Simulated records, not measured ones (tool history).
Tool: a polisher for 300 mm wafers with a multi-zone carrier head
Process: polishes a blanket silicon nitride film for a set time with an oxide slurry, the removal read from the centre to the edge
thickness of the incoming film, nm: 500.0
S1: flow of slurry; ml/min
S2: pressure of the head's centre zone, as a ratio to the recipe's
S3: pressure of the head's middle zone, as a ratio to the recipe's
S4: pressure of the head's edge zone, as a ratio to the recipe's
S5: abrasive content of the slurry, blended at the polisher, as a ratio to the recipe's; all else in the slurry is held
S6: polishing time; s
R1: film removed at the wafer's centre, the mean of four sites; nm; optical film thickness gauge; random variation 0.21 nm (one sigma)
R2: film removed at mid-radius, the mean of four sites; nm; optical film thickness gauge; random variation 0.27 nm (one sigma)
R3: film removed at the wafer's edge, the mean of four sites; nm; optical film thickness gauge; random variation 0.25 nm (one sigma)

run	hour	S1	S2	S3	S4	S5	S6	R1	R2	R3
1	0.0	120	1.00	1.00	1.00	1.00	41	31.205	31.283	30.707
2	5.8	115	0.98	1.00	0.98	0.95	41	29.127	30.460	29.276
3	7.8	115	0.98	1.00	0.98	0.80	41	26.529	27.246	26.807
4	15.1	115	0.98	0.94	0.98	0.80	41	26.174	26.446	26.237
5	18.2	110	0.96	0.93	0.96	0.80	41	25.514	25.701	26.126
6	25.4	110	0.96	0.93	0.96	0.80	50	31.107	31.196	31.577

Forecast run 7:
7	30.9	110	0.94	0.94	0.94	0.75	49	?	?	?

{"run 7": {"R1": 28.851, "R2": 29.345, "R3": 29.313}}
